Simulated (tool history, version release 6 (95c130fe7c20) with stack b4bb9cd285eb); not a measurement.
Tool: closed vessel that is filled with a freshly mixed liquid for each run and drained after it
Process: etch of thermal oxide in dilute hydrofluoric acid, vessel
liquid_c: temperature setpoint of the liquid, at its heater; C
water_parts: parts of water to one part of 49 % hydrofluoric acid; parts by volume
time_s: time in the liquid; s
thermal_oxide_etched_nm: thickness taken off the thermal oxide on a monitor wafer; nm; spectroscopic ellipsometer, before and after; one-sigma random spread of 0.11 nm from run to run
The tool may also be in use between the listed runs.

run	hour	liquid_c	water_parts	time_s	thermal_oxide_etched_nm
1	0.0	22.0	220	1255	20.086
2	3.5	20.5	235	1255	17.713
3	5.6	19.0	235	1255	16.713
4	14.0	18.5	245	1255	15.455
5	16.9	22.0	245	1255	17.494
6	26.3	20.5	250	1255	16.334
7	30.1	20.5	250	1255	16.429
8	33.7	19.5	255	1255	15.541

What will run 9 give?
9	41.1	18.5	260	1255	?

thermal_oxide_etched_nm: 14.299 nm
